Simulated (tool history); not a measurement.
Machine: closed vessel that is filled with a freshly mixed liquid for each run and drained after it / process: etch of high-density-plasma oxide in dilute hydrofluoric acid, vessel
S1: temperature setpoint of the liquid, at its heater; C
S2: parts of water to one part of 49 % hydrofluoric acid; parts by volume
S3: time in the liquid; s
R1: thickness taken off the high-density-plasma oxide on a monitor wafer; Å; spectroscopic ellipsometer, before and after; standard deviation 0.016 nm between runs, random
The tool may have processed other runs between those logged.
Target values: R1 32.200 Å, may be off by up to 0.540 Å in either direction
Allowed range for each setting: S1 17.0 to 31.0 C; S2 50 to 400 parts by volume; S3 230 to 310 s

Run 1, hour 0.0: S1 23.0 C, S2 225 parts by volume, S3 310 s. Result: R1 60.101 Å.
Run 2, hour 8.2: S1 23.0 C, S2 225 parts by volume, S3 310 s. Result: R1 59.624 Å.
Run 3, hour 15.5: S1 22.0 C, S2 235 parts by volume, S3 310 s. Result: R1 55.203 Å.
Run 4, hour 19.4: S1 21.5 C, S2 245 parts by volume, S3 310 s. Result: R1 51.401 Å.
Run 5, hour 27.4: S1 19.0 C, S2 245 parts by volume, S3 310 s. Result: R1 46.550 Å.
Run 6, hour 35.0: S1 18.5 C, S2 255 parts by volume, S3 310 s. Result: R1 43.741 Å.
Run 7, hour 42.0: S1 18.5 C, S2 260 parts by volume, S3 310 s. Result: R1 42.174 Å.
Run 8, hour 46.3: S1 18.5 C, S2 265 parts by volume, S3 310 s. Result: R1 41.837 Å.

Which of these 4 next moves meets every target?
Run A, hour 50.6: S1 17.0 C, S2 290 parts by volume, S3 295 s. Result: R1 ?.
Run B, hour 50.6: S1 18.5 C, S2 300 parts by volume, S3 290 s. Result: R1 ?.
Run C, hour 50.6: S1 18.0 C, S2 285 parts by volume, S3 275 s. Result: R1 ?.
Run D, hour 50.6: S1 20.5 C, S2 275 parts by volume, S3 235 s. Result: R1 ?.

move      R1
   A  33.368
   B  33.265
   C  33.014
   D  32.379
A: closes in on the targets versus the last run, not all within tolerance yet
B: closes in on the targets versus the last run, not all within tolerance yet
C: closes in on the targets versus the last run, not all within tolerance yet
D: every result lands within tolerance
D is the move that brings every result within its allowed miss.

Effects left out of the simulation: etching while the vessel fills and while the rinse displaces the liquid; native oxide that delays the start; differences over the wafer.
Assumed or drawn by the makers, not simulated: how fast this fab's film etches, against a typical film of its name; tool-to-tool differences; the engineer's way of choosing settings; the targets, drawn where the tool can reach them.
